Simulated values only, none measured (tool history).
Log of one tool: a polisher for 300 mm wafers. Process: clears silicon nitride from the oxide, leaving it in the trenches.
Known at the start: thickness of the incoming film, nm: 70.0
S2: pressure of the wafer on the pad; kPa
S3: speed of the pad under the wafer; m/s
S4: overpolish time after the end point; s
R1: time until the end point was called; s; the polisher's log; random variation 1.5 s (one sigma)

run 1 hour=0 | flow_of_slurry_(ml/min)=260 S2=13.1 S3=1.14 S4=3 | R1=72.643
run 2 hour=8.2 | flow_of_slurry_(ml/min)=225 S2=13.1 S3=1.14 S4=3 | R1=76.92
run 3 hour=13.7 | flow_of_slurry_(ml/min)=225 S2=16.5 S3=1.14 S4=3 | R1=59.686
run 4 hour=15.5 | flow_of_slurry_(ml/min)=220 S2=15.2 S3=1.14 S4=3 | R1=66.324
run 5 hour=18 | flow_of_slurry_(ml/min)=220 S2=15.2 S3=1.32 S4=3 | R1=58.688
run 6 hour=20.5 | flow_of_slurry_(ml/min)=220 S2=15.2 S3=1.32 S4=3 | R1=59.247
run 7 hour=25.2 | flow_of_slurry_(ml/min)=215 S2=13.8 S3=1.3 S4=3 | R1=67.384
run 8 hour=26.8 | flow_of_slurry_(ml/min)=210 S2=12.4 S3=1.3 S4=3 | R1=74.774
run 9 hour=34.4 | flow_of_slurry_(ml/min)=205 S2=11 S3=1.3 S4=3 | R1=83.261
run 10 hour=40.2 | flow_of_slurry_(ml/min)=200 S2=10.3 S3=1.28 S4=3 | R1=89.708
run 11 hour=47.7 | flow_of_slurry_(ml/min)=195 S2=9.7 S3=1.28 S4=3 | R1=96.888
run 12 hour=50.6 | flow_of_slurry_(ml/min)=190 S2=9 S3=1.28 S4=3 | R1=104.29

Forecast run 13:
run 13 hour=55.6 | flow_of_slurry_(ml/min)=185 S2=8.3 S3=1.28 S4=3 | R1=?

{"run 13": {"R1": 112.45}}

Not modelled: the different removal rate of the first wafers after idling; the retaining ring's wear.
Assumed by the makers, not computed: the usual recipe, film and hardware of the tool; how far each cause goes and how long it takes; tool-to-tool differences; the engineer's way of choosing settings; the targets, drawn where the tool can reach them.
